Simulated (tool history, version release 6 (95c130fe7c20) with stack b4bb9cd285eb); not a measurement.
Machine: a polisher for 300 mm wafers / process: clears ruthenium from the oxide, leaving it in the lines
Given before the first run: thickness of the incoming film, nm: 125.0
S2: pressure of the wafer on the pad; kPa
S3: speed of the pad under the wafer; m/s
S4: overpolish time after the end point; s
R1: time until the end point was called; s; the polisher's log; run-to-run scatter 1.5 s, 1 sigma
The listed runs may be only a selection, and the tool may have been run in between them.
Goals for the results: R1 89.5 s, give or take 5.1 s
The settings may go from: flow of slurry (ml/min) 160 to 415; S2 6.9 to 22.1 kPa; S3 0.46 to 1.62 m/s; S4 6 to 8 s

{"run": 1, "hour": 0.0, "flow of slurry (ml/min)": 265, "S2": 14.5, "S3": 1.04, "S4": 8, "R1": 146.17}
{"run": 2, "hour": 2.1, "flow of slurry (ml/min)": 265, "S2": 11.7, "S3": 1.04, "S4": 8, "R1": 177.37}
{"run": 3, "hour": 7.0, "flow of slurry (ml/min)": 265, "S2": 14.5, "S3": 1.06, "S4": 8, "R1": 147.32}
{"run": 4, "hour": 13.2, "flow of slurry (ml/min)": 265, "S2": 16.5, "S3": 1.08, "S4": 8, "R1": 121.03}
{"run": 5, "hour": 14.9, "flow of slurry (ml/min)": 265, "S2": 16.5, "S3": 1.08, "S4": 6, "R1": 120.57}
{"run": 6, "hour": 17.5, "flow of slurry (ml/min)": 265, "S2": 17.9, "S3": 1.08, "S4": 6, "R1": 112.92}
{"run": 7, "hour": 18.6, "flow of slurry (ml/min)": 265, "S2": 17.9, "S3": 1.08, "S4": 6, "R1": 112.79}
{"run": 8, "hour": 23.4, "flow of slurry (ml/min)": 265, "S2": 18.6, "S3": 1.08, "S4": 6, "R1": 112.2}
{"run": 9, "hour": 26.2, "flow of slurry (ml/min)": 265, "S2": 19.3, "S3": 1.1, "S4": 6, "R1": 104.5}
{"run": 10, "hour": 34.9, "flow of slurry (ml/min)": 265, "S2": 20, "S3": 1.1, "S4": 6, "R1": 102.19}
{"run": 11, "hour": 39.3, "flow of slurry (ml/min)": 265, "S2": 20.7, "S3": 1.12, "S4": 6, "R1": 98.507}

Which single option among these 4 for the next run brings every result within its allowed miss of target? Just one does.
{"run": "A", "hour": 43.7, "flow of slurry (ml/min)": 225, "S2": 16.5, "S3": 1.36, "S4": 7, "R1": "?"}
{"run": "B", "hour": 43.7, "flow of slurry (ml/min)": 285, "S2": 22.1, "S3": 1.3, "S4": 8, "R1": "?"}
{"run": "C", "hour": 43.7, "flow of slurry (ml/min)": 285, "S2": 22.1, "S3": 1.12, "S4": 6, "R1": "?"}
{"run": "D", "hour": 43.7, "flow of slurry (ml/min)": 225, "S2": 18.6, "S3": 1.22, "S4": 7, "R1": "?"}

move=A R1=100.67
move=B R1=77.681
move=C R1=89.817
move=D R1=100.41
A: the biggest miss grows against the last run
B: pushes the last run's worst result past its target
C: all results land within tolerance of their targets
D: the biggest miss grows against the last run
Correct choice: C, which meets every target
